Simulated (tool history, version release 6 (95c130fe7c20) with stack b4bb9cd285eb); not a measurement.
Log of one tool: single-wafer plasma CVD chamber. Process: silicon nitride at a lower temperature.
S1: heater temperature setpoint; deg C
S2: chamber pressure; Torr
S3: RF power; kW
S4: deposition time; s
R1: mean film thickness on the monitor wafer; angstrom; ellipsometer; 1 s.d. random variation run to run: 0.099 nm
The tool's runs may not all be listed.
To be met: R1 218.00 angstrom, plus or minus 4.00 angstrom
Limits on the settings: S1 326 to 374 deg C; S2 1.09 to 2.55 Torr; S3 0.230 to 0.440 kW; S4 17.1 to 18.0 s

| run | hour | S1 | S2 | S3 | S4 | R1 |
|---|---|---|---|---|---|---|
| 1 | 0.0 | 350 | 1.82 | 0.335 | 18.0 | 250.57 |
| 2 | 4.2 | 350 | 1.82 | 0.335 | 18.0 | 250.09 |
| 3 | 5.5 | 355 | 1.82 | 0.335 | 18.0 | 249.44 |
| 4 | 9.0 | 355 | 1.82 | 0.300 | 18.0 | 238.09 |
|  | 17.6 | thermocouple changed; heater temperature recalibrated |
| 5 | 17.6 | 355 | 1.82 | 0.285 | 18.0 | 233.52 |
| 6 | 19.0 | 355 | 1.74 | 0.280 | 18.0 | 227.66 |
| 7 | 26.6 | 355 | 1.50 | 0.275 | 18.0 | 211.72 |
| 8 | 28.2 | 355 | 1.53 | 0.275 | 18.0 | 213.60 |
| 9 | 35.6 | 355 | 1.53 | 0.275 | 18.0 | 213.01 |
| 10 | 39.0 | 355 | 1.67 | 0.280 | 18.0 | 223.42 |

Which single option among these 4 for the next run brings every result within its allowed miss of target? Just one does.
| A | 42.4 | 359 | 1.75 | 0.320 | 17.1 | ? |
| B | 42.4 | 350 | 1.70 | 0.260 | 17.7 | ? |
| C | 42.4 | 359 | 1.75 | 0.265 | 18.0 | ? |
| D | 42.4 | 356 | 1.86 | 0.280 | 18.0 | ? |

| move | R1 |
|---|---|
| A | 227.33 |
| B | 215.66 |
| C | 222.69 |
| D | 233.39 |
A: the biggest miss grows against the last run
B: each result inside its tolerance
C: nearer the targets than the last run, but a result is still out of spec
D: the biggest miss grows against the last run
Answer: B

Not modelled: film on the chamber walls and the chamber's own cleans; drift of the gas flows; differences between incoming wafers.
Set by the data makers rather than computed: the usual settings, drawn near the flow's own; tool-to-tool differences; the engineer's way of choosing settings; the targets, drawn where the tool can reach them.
